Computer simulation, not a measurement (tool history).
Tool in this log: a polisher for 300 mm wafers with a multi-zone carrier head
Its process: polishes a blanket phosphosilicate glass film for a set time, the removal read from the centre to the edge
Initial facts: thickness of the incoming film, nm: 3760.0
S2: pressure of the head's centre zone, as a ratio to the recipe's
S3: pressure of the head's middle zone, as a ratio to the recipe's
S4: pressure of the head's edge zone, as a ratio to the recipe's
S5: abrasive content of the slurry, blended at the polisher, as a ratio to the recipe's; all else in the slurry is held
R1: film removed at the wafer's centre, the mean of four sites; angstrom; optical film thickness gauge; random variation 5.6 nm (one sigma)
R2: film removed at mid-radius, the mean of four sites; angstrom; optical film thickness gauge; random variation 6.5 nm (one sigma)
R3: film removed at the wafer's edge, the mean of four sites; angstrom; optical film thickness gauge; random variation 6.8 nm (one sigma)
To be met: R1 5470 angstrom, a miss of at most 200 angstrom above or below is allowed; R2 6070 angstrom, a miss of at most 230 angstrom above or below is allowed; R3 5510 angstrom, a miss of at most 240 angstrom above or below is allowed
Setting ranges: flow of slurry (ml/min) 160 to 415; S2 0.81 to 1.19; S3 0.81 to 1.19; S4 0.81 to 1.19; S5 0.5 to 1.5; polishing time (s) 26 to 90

run 1 hour=0 | flow_of_slurry_(ml/min)=265 S2=1 S3=1 S4=1 S5=1 polishing_time_(s)=58 | R1=4658.3 R2=4761.5 R3=4643.5
run 2 hour=6.2 | flow_of_slurry_(ml/min)=265 S2=1.07 S3=1 S4=1 S5=1 polishing_time_(s)=58 | R1=4997.3 R2=4633.4 R3=4650
run 3 hour=6.8 | flow_of_slurry_(ml/min)=270 S2=1.07 S3=1.02 S4=1.02 S5=1.05 polishing_time_(s)=58 | R1=5093.4 R2=4877.6 R3=4846.7
run 4 hour=14.1 | flow_of_slurry_(ml/min)=270 S2=1.07 S3=1.08 S4=1.02 S5=1.05 polishing_time_(s)=58 | R1=5032.2 R2=5140.3 R3=4906.8
run 5 hour=17.4 | flow_of_slurry_(ml/min)=240 S2=1.07 S3=1.08 S4=1.02 S5=1.05 polishing_time_(s)=58 | R1=4916.2 R2=5079.1 R3=4702.8
run 6 hour=25.4 | flow_of_slurry_(ml/min)=240 S2=1.07 S3=1.08 S4=1.02 S5=1.05 polishing_time_(s)=46 | R1=3981.4 R2=4007.7 R3=3801
run 7 hour=29.8 | flow_of_slurry_(ml/min)=250 S2=1.07 S3=1.1 S4=1.03 S5=1.1 polishing_time_(s)=47 | R1=4169.2 R2=4265 R3=3977.9
run 8 hour=33.4 | flow_of_slurry_(ml/min)=260 S2=1.07 S3=1.11 S4=1.04 S5=1.15 polishing_time_(s)=48 | R1=4338.2 R2=4455.1 R3=4217.6
run 9 hour=35.8 | flow_of_slurry_(ml/min)=265 S2=1.07 S3=1.12 S4=1.04 S5=1.2 polishing_time_(s)=49 | R1=4490.7 R2=4704.9 R3=4263
run 10 hour=42.7 | flow_of_slurry_(ml/min)=270 S2=1.07 S3=1.13 S4=1.06 S5=1.25 polishing_time_(s)=50 | R1=4749.5 R2=4914.7 R3=4536.4
run 11 hour=44 | flow_of_slurry_(ml/min)=270 S2=1.07 S3=1.13 S4=1.06 S5=1.25 polishing_time_(s)=50 | R1=4719.2 R2=4922.2 R3=4541.5
run 12 hour=44.7 | flow_of_slurry_(ml/min)=275 S2=1.07 S3=1.14 S4=1.07 S5=1.3 polishing_time_(s)=50 | R1=4732.5 R2=5125 R3=4611.3
run 13 hour=48.1 | flow_of_slurry_(ml/min)=280 S2=1.07 S3=1.14 S4=1.09 S5=1.35 polishing_time_(s)=50 | R1=4813.3 R2=5195.2 R3=4763.1

Next run, 4 choices. One meets every target within its allowed miss, the rest don't. Which?
run A hour=51.5 | flow_of_slurry_(ml/min)=315 S2=1.18 S3=1.19 S4=0.97 S5=1.5 polishing_time_(s)=47 | R1=? R2=? R3=?
run B hour=51.5 | flow_of_slurry_(ml/min)=300 S2=1.18 S3=1.13 S4=1.01 S5=1.2 polishing_time_(s)=58 | R1=? R2=? R3=?
run C hour=51.5 | flow_of_slurry_(ml/min)=290 S2=0.88 S3=1.06 S4=1.19 S5=1.45 polishing_time_(s)=49 | R1=? R2=? R3=?
run D hour=51.5 | flow_of_slurry_(ml/min)=265 S2=1.05 S3=1.17 S4=1.11 S5=1.45 polishing_time_(s)=57 | R1=? R2=? R3=?

move=A R1=5227.3 R2=5151.4 R3=4420.4
move=B R1=5910.7 R2=5575.4 R3=5111.2
move=C R1=4160.3 R2=4769.2 R3=5020.6
move=D R1=5550.9 R2=5972 R3=5581.3
A: misses by more than the last run did
B: an improvement on the last run, though not all results are within tolerance
C: misses by more than the last run did
D: meets every target
Answer: D
